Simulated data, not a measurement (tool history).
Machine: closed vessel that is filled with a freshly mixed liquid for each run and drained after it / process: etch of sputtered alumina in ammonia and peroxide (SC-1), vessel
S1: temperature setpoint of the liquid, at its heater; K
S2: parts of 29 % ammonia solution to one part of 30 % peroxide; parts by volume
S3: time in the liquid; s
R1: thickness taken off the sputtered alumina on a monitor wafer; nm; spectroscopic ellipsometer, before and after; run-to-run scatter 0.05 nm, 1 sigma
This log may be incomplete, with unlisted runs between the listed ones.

run	hour	S1	S2	S3	R1
1	0.0	330.15	0.75	30	3.2663
2	4.9	330.15	0.75	30	3.2449
3	14.1	330.15	0.75	30	3.2176
4	16.4	330.15	0.75	30	3.2208
5	19.9	323.15	0.75	30	2.2033
6	20.9	323.15	0.55	30	2.1411
7	24.5	326.15	0.55	30	2.5228
8	27.9	328.65	0.55	30	2.9225
9	35.1	330.65	0.55	30	3.2811
10	39.4	332.15	0.55	30	3.4962
11	47.6	333.65	0.55	30	3.7778

The next listed run, before its measurement:
12	51.0	335.15	0.55	30	?

{"run 12": {"R1": 4.049}}

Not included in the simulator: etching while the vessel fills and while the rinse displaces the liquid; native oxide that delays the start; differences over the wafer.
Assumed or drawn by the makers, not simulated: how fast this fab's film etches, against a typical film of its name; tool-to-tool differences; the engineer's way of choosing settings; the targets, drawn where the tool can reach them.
